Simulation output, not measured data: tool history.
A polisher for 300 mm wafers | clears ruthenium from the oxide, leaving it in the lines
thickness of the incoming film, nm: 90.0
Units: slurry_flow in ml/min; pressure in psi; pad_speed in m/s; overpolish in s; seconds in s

{"run": 1, "hour": 0.0, "slurry_flow": 195, "pressure": 1.5, "pad_speed": 0.76, "overpolish": 29, "seconds": 175.34}
{"run": 2, "hour": 8.2, "slurry_flow": 195, "pressure": 1.5, "pad_speed": 0.6, "overpolish": 29, "seconds": 220.09}
{"run": 3, "hour": 11.8, "slurry_flow": 165, "pressure": 1.5, "pad_speed": 0.6, "overpolish": 29, "seconds": 221.27}
{"run": 4, "hour": 18.1, "slurry_flow": 165, "pressure": 1.4, "pad_speed": 0.6, "overpolish": 29, "seconds": 239.03}
{"run": 5, "hour": 22.0, "slurry_flow": 165, "pressure": 1.4, "pad_speed": 0.6, "overpolish": 29, "seconds": 245.11}
{"run": 6, "hour": 29.4, "slurry_flow": 165, "pressure": 1.4, "pad_speed": 0.44, "overpolish": 29, "seconds": 324.09}
{"run": 7, "hour": 33.3, "slurry_flow": 165, "pressure": 1.5, "pad_speed": 0.44, "overpolish": 29, "seconds": 301.03}

Run 8 comes next. What will it give?
{"run": 8, "hour": 39.5, "slurry_flow": 165, "pressure": 1.6, "pad_speed": 0.44, "overpolish": 29, "seconds": "?"}

Run 8 gave seconds 286.87 s.
